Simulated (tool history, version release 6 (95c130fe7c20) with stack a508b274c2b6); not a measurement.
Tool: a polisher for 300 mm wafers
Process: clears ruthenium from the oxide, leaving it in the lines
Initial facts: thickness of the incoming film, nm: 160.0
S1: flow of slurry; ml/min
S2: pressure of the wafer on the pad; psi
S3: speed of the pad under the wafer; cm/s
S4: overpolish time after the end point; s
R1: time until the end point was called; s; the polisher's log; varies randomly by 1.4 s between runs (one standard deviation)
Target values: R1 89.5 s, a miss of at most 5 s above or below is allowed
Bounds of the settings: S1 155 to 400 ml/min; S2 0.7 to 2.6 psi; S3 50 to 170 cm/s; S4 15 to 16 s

Run 1, hour 0: S1 255 ml/min, S2 1.6 psi, S3 110 cm/s, S4 15 s. Result: R1 159.53 s.
Run 2, hour 5.2: S1 255 ml/min, S2 1.6 psi, S3 110 cm/s, S4 15 s. Result: R1 160.21 s.
Run 3, hour 8.4: S1 255 ml/min, S2 1.9 psi, S3 112 cm/s, S4 15 s. Result: R1 133.91 s.
Run 4, hour 16.2: S1 225 ml/min, S2 1.9 psi, S3 112 cm/s, S4 15 s. Result: R1 136.99 s.
Run 5, hour 20.4: S1 190 ml/min, S2 1.9 psi, S3 112 cm/s, S4 15 s. Result: R1 144.96 s.
Run 6, hour 24.3: S1 190 ml/min, S2 1.9 psi, S3 124 cm/s, S4 15 s. Result: R1 124.97 s.
Run 7, hour 30.4: S1 190 ml/min, S2 1.9 psi, S3 124 cm/s, S4 15 s. Result: R1 129.24 s.
Run 8, hour 33.4: S1 210 ml/min, S2 2.1 psi, S3 124 cm/s, S4 15 s. Result: R1 115.25 s.
Run 9, hour 37.9: S1 215 ml/min, S2 2.2 psi, S3 126 cm/s, S4 15 s. Result: R1 106.98 s.
Run 10, hour 40.6: S1 215 ml/min, S2 2.5 psi, S3 128 cm/s, S4 15 s. Result: R1 92.583 s.

Which single option among these 4 for the next run brings every result within its allowed miss of target? Just one does.
Run A, hour 43.3: S1 200 ml/min, S2 2.4 psi, S3 126 cm/s, S4 15 s. Result: R1 ?.
Run B, hour 43.3: S1 280 ml/min, S2 2.5 psi, S3 118 cm/s, S4 15 s. Result: R1 ?.
Run C, hour 43.3: S1 260 ml/min, S2 2.3 psi, S3 126 cm/s, S4 15 s. Result: R1 ?.
Run D, hour 43.3: S1 220 ml/min, S2 2.5 psi, S3 132 cm/s, S4 16 s. Result: R1 ?.

move      R1
   A  98.126
   B  97.117
   C  98.958
   D  89.322
A: lands further from the targets than the last run did
B: lands further from the targets than the last run did
C: lands further from the targets than the last run did
D: all results in spec
The right move is D.
